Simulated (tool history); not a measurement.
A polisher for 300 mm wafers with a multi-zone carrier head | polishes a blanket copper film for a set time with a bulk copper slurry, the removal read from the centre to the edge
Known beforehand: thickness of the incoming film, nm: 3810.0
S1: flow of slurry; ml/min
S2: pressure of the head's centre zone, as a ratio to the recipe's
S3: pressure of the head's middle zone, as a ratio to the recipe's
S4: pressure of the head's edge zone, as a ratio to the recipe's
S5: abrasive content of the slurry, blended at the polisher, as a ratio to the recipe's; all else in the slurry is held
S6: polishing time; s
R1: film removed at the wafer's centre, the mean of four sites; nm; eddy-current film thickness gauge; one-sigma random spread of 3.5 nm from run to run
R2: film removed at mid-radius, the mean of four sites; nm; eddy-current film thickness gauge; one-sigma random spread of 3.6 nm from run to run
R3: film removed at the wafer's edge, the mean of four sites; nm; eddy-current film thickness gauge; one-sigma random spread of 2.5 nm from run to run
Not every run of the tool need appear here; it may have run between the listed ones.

{"run": 1, "hour": 0.0, "S1": 165, "S2": 1, "S3": 1, "S4": 1, "S5": 1, "S6": 77, "R1": 398.56, "R2": 392.77, "R3": 412.67}
{"run": 2, "hour": 4.9, "S1": 165, "S2": 1, "S3": 1, "S4": 0.96, "S5": 1, "S6": 77, "R1": 398.33, "R2": 390.77, "R3": 405.06}
{"run": 3, "hour": 9.0, "S1": 165, "S2": 1, "S3": 1, "S4": 0.99, "S5": 1, "S6": 77, "R1": 390.4, "R2": 392.49, "R3": 414.43}
{"run": 4, "hour": 10.4, "S1": 160, "S2": 1, "S3": 0.98, "S4": 0.95, "S5": 0.85, "S6": 70, "R1": 348.01, "R2": 331.47, "R3": 352.39}
{"run": 5, "hour": 19.4, "S1": 155, "S2": 0.99, "S3": 0.97, "S4": 0.92, "S5": 0.75, "S6": 67, "R1": 314.25, "R2": 309.66, "R3": 323.51}
{"run": 6, "hour": 22.8, "S1": 155, "S2": 0.91, "S3": 0.97, "S4": 0.92, "S5": 0.75, "S6": 67, "R1": 285.56, "R2": 301.56, "R3": 318.25}

Run 7 is up next; what results do you expect?
{"run": 7, "hour": 28.8, "S1": 150, "S2": 1.01, "S3": 0.88, "S4": 0.82, "S5": 0.5, "S6": 57, "R1": "?", "R2": "?", "R3": "?"}

{"run 7": {"R1": 250.51, "R2": 214.65, "R3": 233.81}}
